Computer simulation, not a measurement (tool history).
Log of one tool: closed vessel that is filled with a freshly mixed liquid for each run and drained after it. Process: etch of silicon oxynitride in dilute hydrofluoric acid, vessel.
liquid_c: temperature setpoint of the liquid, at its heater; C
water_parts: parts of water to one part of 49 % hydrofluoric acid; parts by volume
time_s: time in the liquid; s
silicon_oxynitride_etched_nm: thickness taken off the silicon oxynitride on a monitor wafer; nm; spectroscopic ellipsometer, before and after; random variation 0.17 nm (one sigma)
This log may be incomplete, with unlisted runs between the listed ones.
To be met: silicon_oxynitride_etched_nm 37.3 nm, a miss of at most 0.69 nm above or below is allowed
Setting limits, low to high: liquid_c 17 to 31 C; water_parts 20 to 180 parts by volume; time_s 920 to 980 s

run,day,liquid_c,water_parts,time_s,silicon_oxynitride_etched_nm
1,0,23,100,920,28.517
2,0.371,20.5,100,920,25.432
3,0.412,21.5,100,920,26.507
4,0.717,22.5,100,920,27.786
5,0.796,22.5,100,920,27.945
6,0.938,23.5,100,920,29.273
7,1.25,23.5,100,920,29.381
8,1.596,24,100,920,30.05
9,1.725,24.5,100,920,30.925
10,1.842,25,100,920,31.507
11,1.871,25.5,100,920,32.347
12,2.05,26,100,920,33.068
13,2.083,26,100,920,32.919
# day 2.429: hydrofluoric acid flow meter replaced
14,2.429,26.5,100,920,30.613
15,2.775,30.5,85,920,44.041
16,2.929,30,85,920,42.96
17,3.1,29.5,85,920,41.696
18,3.442,29,85,920,40.722

Which one of the following 5 next-run settings gets every result inside its allowed miss? There is exactly one.
A,3.783,30.5,80,920,?
B,3.783,27,80,920,?
C,3.783,26.5,65,925,?
D,3.783,31,100,920,?
E,3.783,28,70,920,?

move,silicon_oxynitride_etched_nm
A,46.865
B,39.898
C,48.906
D,37.542
E,48.235
A: lands further from the targets than the last run did
B: gains on the last run, yet a result remains outside its allowed miss
C: lands further from the targets than the last run did
D: each result inside its tolerance
E: lands further from the targets than the last run did
Go with D: it meets all targets.

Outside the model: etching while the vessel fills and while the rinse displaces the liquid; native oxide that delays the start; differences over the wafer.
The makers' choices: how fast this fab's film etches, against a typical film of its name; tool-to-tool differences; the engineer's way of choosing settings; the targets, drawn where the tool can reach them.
